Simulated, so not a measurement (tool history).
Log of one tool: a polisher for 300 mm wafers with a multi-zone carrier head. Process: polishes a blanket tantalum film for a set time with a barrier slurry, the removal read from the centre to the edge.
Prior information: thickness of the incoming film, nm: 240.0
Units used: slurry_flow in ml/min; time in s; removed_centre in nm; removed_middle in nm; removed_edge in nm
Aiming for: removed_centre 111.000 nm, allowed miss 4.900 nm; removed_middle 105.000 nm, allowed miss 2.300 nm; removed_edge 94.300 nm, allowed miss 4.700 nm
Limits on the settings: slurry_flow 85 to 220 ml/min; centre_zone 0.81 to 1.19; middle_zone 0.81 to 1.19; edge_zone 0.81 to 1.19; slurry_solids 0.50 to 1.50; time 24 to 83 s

{"run": 1, "hour": 0.0, "slurry_flow": 140, "centre_zone": 1.0, "middle_zone": 1.0, "edge_zone": 1.0, "slurry_solids": 1.0, "time": 53, "removed_centre": 97.003, "removed_middle": 88.584, "removed_edge": 88.964}
{"run": 2, "hour": 6.4, "slurry_flow": 155, "centre_zone": 1.01, "middle_zone": 1.02, "edge_zone": 1.0, "slurry_solids": 1.0, "time": 53, "removed_centre": 96.722, "removed_middle": 91.991, "removed_edge": 88.089}
{"run": 3, "hour": 14.9, "slurry_flow": 155, "centre_zone": 1.01, "middle_zone": 1.02, "edge_zone": 1.0, "slurry_solids": 1.0, "time": 44, "removed_centre": 80.744, "removed_middle": 76.326, "removed_edge": 74.017}
{"run": 4, "hour": 15.5, "slurry_flow": 155, "centre_zone": 1.01, "middle_zone": 1.02, "edge_zone": 1.0, "slurry_solids": 1.15, "time": 44, "removed_centre": 83.64, "removed_middle": 78.443, "removed_edge": 76.763}
{"run": 5, "hour": 21.8, "slurry_flow": 155, "centre_zone": 1.01, "middle_zone": 1.02, "edge_zone": 1.0, "slurry_solids": 1.05, "time": 44, "removed_centre": 81.728, "removed_middle": 75.749, "removed_edge": 74.643}
{"run": 6, "hour": 28.9, "slurry_flow": 155, "centre_zone": 1.01, "middle_zone": 0.95, "edge_zone": 1.0, "slurry_solids": 1.05, "time": 44, "removed_centre": 82.374, "removed_middle": 73.12, "removed_edge": 74.372}
{"run": 7, "hour": 37.4, "slurry_flow": 165, "centre_zone": 1.03, "middle_zone": 0.99, "edge_zone": 1.01, "slurry_solids": 1.15, "time": 45, "removed_centre": 87.814, "removed_middle": 81.056, "removed_edge": 79.575}
{"run": 8, "hour": 45.6, "slurry_flow": 170, "centre_zone": 1.06, "middle_zone": 1.01, "edge_zone": 1.02, "slurry_solids": 1.25, "time": 45, "removed_centre": 92.827, "removed_middle": 83.61, "removed_edge": 83.358}
{"run": 9, "hour": 54.2, "slurry_flow": 180, "centre_zone": 1.08, "middle_zone": 1.04, "edge_zone": 1.02, "slurry_solids": 1.3, "time": 45, "removed_centre": 94.158, "removed_middle": 86.319, "removed_edge": 83.297}
{"run": 10, "hour": 61.0, "slurry_flow": 185, "centre_zone": 1.1, "middle_zone": 1.06, "edge_zone": 1.02, "slurry_solids": 1.35, "time": 46, "removed_centre": 98.722, "removed_middle": 90.237, "removed_edge": 85.824}

Below are 5 possible settings for the next run. Only one of them brings all results inside the allowed miss of their targets. Which is it?
{"run": "A", "hour": 67.8, "slurry_flow": 195, "centre_zone": 1.12, "middle_zone": 1.07, "edge_zone": 1.04, "slurry_solids": 1.4, "time": 54, "removed_centre": "?", "removed_middle": "?", "removed_edge": "?"}
{"run": "B", "hour": 67.8, "slurry_flow": 165, "centre_zone": 1.09, "middle_zone": 1.12, "edge_zone": 0.97, "slurry_solids": 1.0, "time": 57, "removed_centre": "?", "removed_middle": "?", "removed_edge": "?"}
{"run": "C", "hour": 67.8, "slurry_flow": 220, "centre_zone": 1.17, "middle_zone": 1.15, "edge_zone": 0.95, "slurry_solids": 1.25, "time": 53, "removed_centre": "?", "removed_middle": "?", "removed_edge": "?"}
{"run": "D", "hour": 67.8, "slurry_flow": 205, "centre_zone": 1.13, "middle_zone": 1.1, "edge_zone": 1.11, "slurry_solids": 1.15, "time": 56, "removed_centre": "?", "removed_middle": "?", "removed_edge": "?"}
{"run": "E", "hour": 67.8, "slurry_flow": 210, "centre_zone": 1.04, "middle_zone": 1.0, "edge_zone": 0.92, "slurry_solids": 1.3, "time": 58, "removed_centre": "?", "removed_middle": "?", "removed_edge": "?"}

move=A removed_centre=119.740 removed_middle=108.480 removed_edge=106.040
move=B removed_centre=109.980 removed_middle=105.130 removed_edge=96.934
move=C removed_centre=120.270 removed_middle=110.770 removed_edge=98.129
move=D removed_centre=119.970 removed_middle=109.950 removed_edge=108.740
move=E removed_centre=121.480 removed_middle=110.640 removed_edge=106.480
A: pushes the last run's worst result past its target
B: all results land within tolerance of their targets
C: pushes the last run's worst result past its target
D: pushes the last run's worst result past its target
E: pushes the last run's worst result past its target
B meets every target.

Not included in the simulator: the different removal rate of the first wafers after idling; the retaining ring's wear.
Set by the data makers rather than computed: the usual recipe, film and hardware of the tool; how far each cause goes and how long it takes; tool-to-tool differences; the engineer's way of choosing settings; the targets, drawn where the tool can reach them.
